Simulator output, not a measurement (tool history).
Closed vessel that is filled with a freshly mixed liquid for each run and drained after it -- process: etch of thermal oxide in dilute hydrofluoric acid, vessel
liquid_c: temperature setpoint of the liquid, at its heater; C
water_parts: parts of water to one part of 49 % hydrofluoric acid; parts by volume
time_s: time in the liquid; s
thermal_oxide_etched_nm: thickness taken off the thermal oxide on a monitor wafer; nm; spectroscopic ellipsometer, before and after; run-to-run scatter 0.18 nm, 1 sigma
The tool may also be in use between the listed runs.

run,hour,liquid_c,water_parts,time_s,thermal_oxide_etched_nm
1,0.0,21,295,790,8.7222
2,4.6,22,275,790,9.8615
3,12.9,22,275,585,7.2918
4,20.0,22,320,585,6.0254
5,23.5,22,290,585,6.9072
6,28.6,19,290,585,6.2653
7,35.9,20,265,585,7.0888
8,42.0,21,240,590,8.3954
9,48.1,22,220,590,9.7539

Forecast run 10:
10,54.2,23,205,590,?

thermal_oxide_etched_nm: 11.0470 nm

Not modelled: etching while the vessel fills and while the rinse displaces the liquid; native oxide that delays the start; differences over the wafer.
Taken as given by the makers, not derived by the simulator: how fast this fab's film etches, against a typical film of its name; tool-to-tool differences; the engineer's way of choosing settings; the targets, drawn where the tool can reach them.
